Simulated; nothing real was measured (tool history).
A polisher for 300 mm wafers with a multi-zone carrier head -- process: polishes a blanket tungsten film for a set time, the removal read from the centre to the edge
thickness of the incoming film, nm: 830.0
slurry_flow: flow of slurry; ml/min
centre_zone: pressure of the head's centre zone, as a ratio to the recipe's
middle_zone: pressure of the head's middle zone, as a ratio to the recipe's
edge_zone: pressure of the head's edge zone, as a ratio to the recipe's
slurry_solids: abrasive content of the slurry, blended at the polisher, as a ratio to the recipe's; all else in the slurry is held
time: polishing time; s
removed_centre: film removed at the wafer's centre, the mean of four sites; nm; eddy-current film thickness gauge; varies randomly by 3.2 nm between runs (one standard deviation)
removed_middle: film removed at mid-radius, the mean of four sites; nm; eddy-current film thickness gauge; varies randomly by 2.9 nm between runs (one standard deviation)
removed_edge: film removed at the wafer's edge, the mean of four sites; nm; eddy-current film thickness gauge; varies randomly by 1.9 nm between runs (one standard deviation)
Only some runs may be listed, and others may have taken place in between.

Run 1, day 0: slurry_flow 185 ml/min, centre_zone 1, middle_zone 1, edge_zone 1, slurry_solids 1, time 51 s. Result: removed_centre 168.32 nm, removed_middle 174.95 nm, removed_edge 177.69 nm.
Run 2, day 0.096: slurry_flow 185 ml/min, centre_zone 0.92, middle_zone 1, edge_zone 1, slurry_solids 1, time 51 s. Result: removed_centre 157.81 nm, removed_middle 170.29 nm, removed_edge 175.71 nm.
Run 3, day 0.233: slurry_flow 185 ml/min, centre_zone 0.86, middle_zone 1, edge_zone 1, slurry_solids 1, time 51 s. Result: removed_centre 151.42 nm, removed_middle 176.06 nm, removed_edge 174.59 nm.
Run 4, day 0.521: slurry_flow 185 ml/min, centre_zone 0.81, middle_zone 1, edge_zone 1, slurry_solids 1, time 51 s. Result: removed_centre 144.22 nm, removed_middle 174.86 nm, removed_edge 179.05 nm.
Run 5, day 0.85: slurry_flow 190 ml/min, centre_zone 0.84, middle_zone 1, edge_zone 1.01, slurry_solids 1.1, time 52 s. Result: removed_centre 151.57 nm, removed_middle 181.28 nm, removed_edge 186.31 nm.
Run 6, day 0.929: slurry_flow 190 ml/min, centre_zone 0.84, middle_zone 1.05, edge_zone 1.01, slurry_solids 1.1, time 52 s. Result: removed_centre 151.05 nm, removed_middle 194.07 nm, removed_edge 183.44 nm.
Run 7, day 1: slurry_flow 195 ml/min, centre_zone 0.88, middle_zone 1.04, edge_zone 1.02, slurry_solids 1.15, time 53 s. Result: removed_centre 167.94 nm, removed_middle 193.94 nm, removed_edge 191.6 nm.
Run 8, day 1.25: slurry_flow 200 ml/min, centre_zone 0.89, middle_zone 1.05, edge_zone 1.04, slurry_solids 1.2, time 54 s. Result: removed_centre 176.59 nm, removed_middle 201.56 nm, removed_edge 203.28 nm.
Run 9, day 1.554: slurry_flow 210 ml/min, centre_zone 0.91, middle_zone 1.06, edge_zone 1.06, slurry_solids 1.25, time 54 s. Result: removed_centre 181.67 nm, removed_middle 207.43 nm, removed_edge 207.34 nm.

Forecast run 10:
Run 10, day 1.908: slurry_flow 215 ml/min, centre_zone 0.93, middle_zone 1.06, edge_zone 1.07, slurry_solids 1.3, time 54 s. Result: removed_centre ?, removed_middle ?, removed_edge ?.

Run 10 measured removed_centre 190.87 nm, removed_middle 215.1 nm, removed_edge 207.08 nm.
